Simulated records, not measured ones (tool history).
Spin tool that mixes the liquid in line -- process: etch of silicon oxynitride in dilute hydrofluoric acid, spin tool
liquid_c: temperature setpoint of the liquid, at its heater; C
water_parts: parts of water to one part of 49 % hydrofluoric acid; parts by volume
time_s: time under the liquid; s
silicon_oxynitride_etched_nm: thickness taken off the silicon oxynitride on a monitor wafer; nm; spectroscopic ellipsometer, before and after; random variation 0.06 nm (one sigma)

run,hour,liquid_c,water_parts,time_s,silicon_oxynitride_etched_nm
1,0.0,21.0,40,60,2.4611
2,7.5,23.5,35,60,3.2328
3,16.0,23.5,35,45,2.4048
4,24.8,23.5,25,45,3.3682
5,30.6,23.5,25,60,4.5268
6,38.9,24.5,25,60,4.7621
7,42.6,28.5,20,60,7.2246

The next listed run, before its measurement:
8,49.2,28.0,20,60,?

silicon_oxynitride_etched_nm: 6.9435 nm

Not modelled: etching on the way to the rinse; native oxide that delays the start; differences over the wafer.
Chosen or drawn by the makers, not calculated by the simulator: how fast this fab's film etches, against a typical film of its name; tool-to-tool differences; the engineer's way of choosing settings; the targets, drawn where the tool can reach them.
